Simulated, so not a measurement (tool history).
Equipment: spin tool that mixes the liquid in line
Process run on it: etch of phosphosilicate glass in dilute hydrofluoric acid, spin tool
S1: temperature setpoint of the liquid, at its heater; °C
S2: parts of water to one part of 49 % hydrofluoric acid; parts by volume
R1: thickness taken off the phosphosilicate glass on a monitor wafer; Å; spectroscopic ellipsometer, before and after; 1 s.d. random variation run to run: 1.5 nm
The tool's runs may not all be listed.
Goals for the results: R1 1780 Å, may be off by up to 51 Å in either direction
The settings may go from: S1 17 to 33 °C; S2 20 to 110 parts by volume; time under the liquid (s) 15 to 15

Run 1, hour 0: S1 25 °C, S2 60 parts by volume, time under the liquid (s) 15. Result: R1 616.69 Å.
Run 2, hour 4.9: S1 22.5 °C, S2 60 parts by volume, time under the liquid (s) 15. Result: R1 549 Å.
Run 3, hour 10.1: S1 24 °C, S2 60 parts by volume, time under the liquid (s) 15. Result: R1 585.47 Å.
Run 4, hour 18.8: S1 24 °C, S2 70 parts by volume, time under the liquid (s) 15. Result: R1 494.33 Å.
Run 5, hour 27.6: S1 26 °C, S2 60 parts by volume, time under the liquid (s) 15. Result: R1 633.12 Å.
Run 6, hour 32.8: S1 27.5 °C, S2 50 parts by volume, time under the liquid (s) 15. Result: R1 824.24 Å.
Run 7, hour 37.2: S1 28.5 °C, S2 45 parts by volume, time under the liquid (s) 15. Result: R1 958.15 Å.
Run 8, hour 44.5: S1 29.5 °C, S2 40 parts by volume, time under the liquid (s) 15. Result: R1 1109.1 Å.
Run 9, hour 45.3: S1 30 °C, S2 35 parts by volume, time under the liquid (s) 15. Result: R1 1307.1 Å.
Run 10, hour 53: S1 30.5 °C, S2 35 parts by volume, time under the liquid (s) 15. Result: R1 1355.7 Å.
Run 11, hour 56: S1 31 °C, S2 35 parts by volume, time under the liquid (s) 15. Result: R1 1380.5 Å.
Run 12, hour 58: S1 31.5 °C, S2 35 parts by volume, time under the liquid (s) 15. Result: R1 1417 Å.
Run 13, hour 67: S1 32 °C, S2 35 parts by volume, time under the liquid (s) 15. Result: R1 1450.2 Å.
Run 14, hour 74.3: S1 33 °C, S2 25 parts by volume, time under the liquid (s) 15. Result: R1 2152.4 Å.
Run 15, hour 75.4: S1 32.5 °C, S2 25 parts by volume, time under the liquid (s) 15. Result: R1 2075.5 Å.
Run 16, hour 82.6: S1 32 °C, S2 25 parts by volume, time under the liquid (s) 15. Result: R1 2055.9 Å.
Run 17, hour 87.7: S1 31 °C, S2 25 parts by volume, time under the liquid (s) 15. Result: R1 1982.9 Å.
Run 18, hour 93.1: S1 30 °C, S2 25 parts by volume, time under the liquid (s) 15. Result: R1 1893.8 Å.
Run 19, hour 93.6: S1 29.5 °C, S2 25 parts by volume, time under the liquid (s) 15. Result: R1 1863.7 Å.

Of the 4 settings listed for the next run, only one would bring every result within its allowed miss of target. Which one?
Run A, hour 94.1: S1 28.5 °C, S2 25 parts by volume, time under the liquid (s) 15. Result: R1 ?.
Run B, hour 94.1: S1 31.5 °C, S2 30 parts by volume, time under the liquid (s) 15. Result: R1 ?.
Run C, hour 94.1: S1 26.5 °C, S2 25 parts by volume, time under the liquid (s) 15. Result: R1 ?.
Run D, hour 94.1: S1 32 °C, S2 30 parts by volume, time under the liquid (s) 15. Result: R1 ?.

move      R1
   A  1775.2
   B  1655.4
   C  1635.5
   D  1688.4
A: hits every target within its allowed miss
B: moves the result that the last run missed by most past its target, out the other side
C: moves the result that the last run missed by most past its target, out the other side
D: moves the result that the last run missed by most past its target, out the other side
Move A is the one to make.
